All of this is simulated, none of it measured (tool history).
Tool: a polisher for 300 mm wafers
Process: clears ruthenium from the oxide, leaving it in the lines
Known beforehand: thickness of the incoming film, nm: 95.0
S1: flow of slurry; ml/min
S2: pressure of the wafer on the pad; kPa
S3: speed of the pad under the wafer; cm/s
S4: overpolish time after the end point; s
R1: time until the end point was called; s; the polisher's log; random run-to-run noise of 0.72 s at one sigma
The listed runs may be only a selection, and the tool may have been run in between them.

Run 1, hour 0: S1 300 ml/min, S2 17.9 kPa, S3 78 cm/s, S4 19 s. Result: R1 96.93 s.
Run 2, hour 7.4: S1 300 ml/min, S2 20 kPa, S3 78 cm/s, S4 19 s. Result: R1 86.755 s.
Run 3, hour 13.3: S1 300 ml/min, S2 21.4 kPa, S3 78 cm/s, S4 19 s. Result: R1 79.236 s.
Run 4, hour 15.1: S1 300 ml/min, S2 18.6 kPa, S3 78 cm/s, S4 19 s. Result: R1 93.646 s.
Run 5, hour 23: S1 300 ml/min, S2 20.7 kPa, S3 78 cm/s, S4 19 s. Result: R1 83.15 s.
Run 6, hour 28.5: S1 300 ml/min, S2 20.7 kPa, S3 58 cm/s, S4 19 s. Result: R1 104.89 s.
Run 7, hour 33: S1 300 ml/min, S2 22.8 kPa, S3 62 cm/s, S4 19 s. Result: R1 90.425 s.
Run 8, hour 37: S1 300 ml/min, S2 24.1 kPa, S3 66 cm/s, S4 19 s. Result: R1 80.458 s.

Predict the results of run 9:
Run 9, hour 45.1: S1 300 ml/min, S2 24.8 kPa, S3 68 cm/s, S4 19 s. Result: R1 ?.

{"run 9": {"R1": 77.329}}
